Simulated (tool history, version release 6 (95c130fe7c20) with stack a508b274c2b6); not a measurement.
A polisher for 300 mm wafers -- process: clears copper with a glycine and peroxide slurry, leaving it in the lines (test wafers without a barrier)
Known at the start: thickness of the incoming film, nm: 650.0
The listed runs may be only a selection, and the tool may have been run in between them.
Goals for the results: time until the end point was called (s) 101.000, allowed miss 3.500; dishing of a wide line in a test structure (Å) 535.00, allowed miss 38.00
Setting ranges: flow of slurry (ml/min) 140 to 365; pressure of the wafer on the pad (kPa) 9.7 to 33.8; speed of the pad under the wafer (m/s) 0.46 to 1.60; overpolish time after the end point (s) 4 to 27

| run | hour | flow of slurry (ml/min) | pressure of the wafer on the pad (kPa) | speed of the pad under the wafer (m/s) | overpolish time after the end point (s) | time until the end point was called (s) | dishing of a wide line in a test structure (Å) |
|---|---|---|---|---|---|---|---|
| 1 | 0.0 | 235 | 21.4 | 1.02 | 14 | 92.006 | 689.13 |
| 2 | 5.5 | 235 | 26.2 | 1.02 | 14 | 80.919 | 774.42 |
| 3 | 7.5 | 235 | 21.4 | 1.02 | 14 | 91.029 | 690.93 |
| 4 | 10.4 | 235 | 21.4 | 1.02 | 17 | 90.691 | 779.13 |
| 5 | 16.9 | 275 | 21.4 | 1.02 | 17 | 90.783 | 811.96 |
| 6 | 21.9 | 275 | 20.7 | 1.02 | 16 | 92.849 | 750.14 |
| 7 | 24.3 | 275 | 20.7 | 1.02 | 16 | 91.561 | 785.00 |
| 8 | 30.8 | 270 | 20.0 | 1.02 | 15 | 93.919 | 717.42 |
| 9 | 36.2 | 270 | 19.3 | 1.02 | 14 | 96.838 | 658.73 |
| 10 | 39.0 | 270 | 19.3 | 1.02 | 13 | 95.454 | 618.85 |
| 11 | 41.0 | 270 | 18.6 | 1.02 | 13 | 97.441 | 617.83 |
| 12 | 43.5 | 265 | 17.9 | 1.02 | 10 | 101.290 | 478.71 |

Which single option among these 5 for the next run brings every result within its allowed miss of target? Just one does.
| A | 46.0 | 285 | 19.3 | 0.96 | 9 | ? | ? |
| B | 46.0 | 270 | 17.2 | 1.04 | 9 | ? | ? |
| C | 46.0 | 300 | 17.9 | 1.00 | 8 | ? | ? |
| D | 46.0 | 290 | 18.6 | 1.02 | 9 | ? | ? |
| E | 46.0 | 285 | 17.2 | 1.02 | 11 | ? | ? |

| move | time until the end point was called (s) | dishing of a wide line in a test structure (Å) |
|---|---|---|
| A | 98.111 | 444.84 |
| B | 98.179 | 443.17 |
| C | 98.263 | 400.50 |
| D | 95.027 | 456.33 |
| E | 99.205 | 520.49 |
A: lands further from the targets than the last run did
B: lands further from the targets than the last run did
C: lands further from the targets than the last run did
D: lands further from the targets than the last run did
E: in spec on every target
Answer: E
